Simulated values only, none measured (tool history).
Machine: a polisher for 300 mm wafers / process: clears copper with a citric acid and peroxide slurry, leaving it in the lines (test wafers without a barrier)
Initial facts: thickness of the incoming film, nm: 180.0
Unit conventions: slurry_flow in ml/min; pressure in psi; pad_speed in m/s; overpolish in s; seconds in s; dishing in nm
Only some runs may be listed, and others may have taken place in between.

| run | day | slurry_flow | pressure | pad_speed | slurry_solids | overpolish | seconds | dishing |
|---|---|---|---|---|---|---|---|---|
| 1 | 0 | 210 | 3.3 | 0.88 | 1 | 16 | 98.806 | 24.221 |
| 2 | 0.362 | 215 | 3.3 | 0.9 | 1 | 12 | 96.058 | 19.027 |
| 3 | 0.458 | 250 | 3.3 | 0.92 | 0.95 | 10 | 92.638 | 16.059 |
| 4 | 0.5 | 250 | 3.3 | 0.92 | 0.95 | 5 | 92.677 | 8.1356 |
| 5 | 0.817 | 250 | 3.8 | 0.92 | 0.95 | 5 | 79.325 | 9.6938 |
| 6 | 0.854 | 230 | 3.8 | 0.92 | 0.95 | 5 | 82.236 | 9.6097 |
| 7 | 1.004 | 225 | 3.8 | 0.92 | 0.95 | 5 | 83.351 | 9.5625 |
|  | 1.083 | head pressure recalibrated |
| 8 | 1.083 | 220 | 3.8 | 0.92 | 0.95 | 8 | 76.624 | 16.043 |
| 9 | 1.267 | 240 | 3.7 | 0.92 | 1 | 8 | 76.923 | 16.298 |
| 10 | 1.504 | 230 | 3.7 | 0.92 | 1 | 7 | 78.199 | 13.932 |
| 11 | 1.829 | 225 | 3.7 | 0.92 | 1 | 7 | 79.44 | 13.571 |
| 12 | 1.996 | 165 | 3.6 | 0.92 | 1 | 5 | 84.426 | 8.8936 |
| 13 | 2.292 | 175 | 3.6 | 0.92 | 1 | 5 | 82.818 | 9.3658 |
| 14 | 2.454 | 175 | 3.6 | 0.92 | 1 | 5 | 82.364 | 9.2331 |
| 15 | 2.642 | 170 | 3.5 | 0.92 | 1 | 9 | 86.699 | 16.554 |
| 16 | 2.804 | 180 | 3.5 | 0.92 | 1.05 | 8 | 85.76 | 14.344 |

The next listed run, before its measurement:
| 17 | 2.842 | 180 | 3.6 | 0.92 | 1 | 8 | ? | ? |

seconds: 83.331 s
dishing: 14.986 nm
